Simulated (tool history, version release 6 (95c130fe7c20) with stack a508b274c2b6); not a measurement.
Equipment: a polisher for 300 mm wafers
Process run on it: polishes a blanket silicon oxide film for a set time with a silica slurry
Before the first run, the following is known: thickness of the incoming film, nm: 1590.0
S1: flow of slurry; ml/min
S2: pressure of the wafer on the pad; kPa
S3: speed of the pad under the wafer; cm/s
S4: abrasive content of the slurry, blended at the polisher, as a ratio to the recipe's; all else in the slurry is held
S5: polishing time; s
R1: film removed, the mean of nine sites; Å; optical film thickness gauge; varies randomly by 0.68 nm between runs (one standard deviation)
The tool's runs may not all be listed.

run 1 hour=0.0 | S1=140 S2=18.6 S3=120 S4=1.0 S5=84 | R1=1769.10
run 2 hour=8.0 | S1=140 S2=18.6 S3=120 S4=0.8 S5=84 | R1=1540.90
run 3 hour=11.0 | S1=130 S2=17.2 S3=120 S4=0.8 S5=84 | R1=1418.60
run 4 hour=17.5 | S1=130 S2=17.2 S3=120 S4=0.9 S5=84 | R1=1522.30
run 5 hour=18.1 | S1=130 S2=13.1 S3=120 S4=0.9 S5=84 | R1=1177.50
run 6 hour=23.3 | S1=130 S2=13.1 S3=136 S4=0.9 S5=84 | R1=1279.30
run 7 hour=28.2 | S1=125 S2=12.4 S3=136 S4=0.9 S5=84 | R1=1199.90
run 8 hour=34.7 | S1=115 S2=12.4 S3=136 S4=0.9 S5=84 | R1=1181.80
run 9 hour=39.5 | S1=110 S2=12.4 S3=136 S4=0.9 S5=84 | R1=1158.70
run 10 hour=44.8 | S1=105 S2=12.4 S3=136 S4=0.9 S5=84 | R1=1164.50
run 11 hour=48.1 | S1=95 S2=11.0 S3=136 S4=0.9 S5=84 | R1=991.05

Forecast run 12:
run 12 hour=55.7 | S1=100 S2=11.0 S3=136 S4=0.9 S5=84 | R1=?

Run 12 came out at R1 1005.60 Å.

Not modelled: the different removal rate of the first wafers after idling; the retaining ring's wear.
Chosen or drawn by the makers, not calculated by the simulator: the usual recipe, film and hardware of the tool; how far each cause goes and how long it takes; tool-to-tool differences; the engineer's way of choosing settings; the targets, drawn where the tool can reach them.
